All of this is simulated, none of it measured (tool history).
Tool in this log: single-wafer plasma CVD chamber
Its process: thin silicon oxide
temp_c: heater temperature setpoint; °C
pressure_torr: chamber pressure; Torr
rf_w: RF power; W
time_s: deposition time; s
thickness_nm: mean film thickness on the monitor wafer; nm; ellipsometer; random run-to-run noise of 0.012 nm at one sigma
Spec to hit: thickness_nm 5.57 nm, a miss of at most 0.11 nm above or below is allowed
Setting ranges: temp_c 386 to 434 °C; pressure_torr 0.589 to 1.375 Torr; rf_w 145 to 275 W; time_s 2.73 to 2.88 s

run  hour  temp_c  pressure_torr  rf_w  time_s  thickness_nm
  1     0     410          0.982   210    2.88        4.5565
  2   3.1     406          0.982   210    2.88         4.557
  3   9.9     406          0.982   200    2.88         4.433
  4  14.2     406          0.982   200    2.73        4.2031
  5  17.8     406          1.101   200    2.73        4.7042
  6  24.7     406          1.193   200    2.73        5.0413
  7  33.4     406          1.233   200    2.73        5.1904
  8  36.6     406          1.262   200    2.73        5.2484
  9  38.8     406          1.288   200    2.73        5.3197
 10  46.5     406           1.36   200    2.73        5.4399

5 candidate next runs follow, results not yet known. Just one meets every target within its allowed miss. Identify it.
  A  54.2     404          1.294   210    2.88             ?
  B  54.2     402          1.375   175    2.79             ?
  C  54.2     412          1.263   205    2.73             ?
  D  54.2     410          1.114   245    2.73             ?
  E  54.2     403          1.375   205    2.73             ?

move  thickness_nm
   A        5.7812
   B        5.2659
   C        5.3221
   D         5.257
   E         5.579
A: pushes the last run's worst result past its target
B: its largest miss is bigger than the last run's
C: its largest miss is bigger than the last run's
D: its largest miss is bigger than the last run's
E: all results in spec
E meets every target.
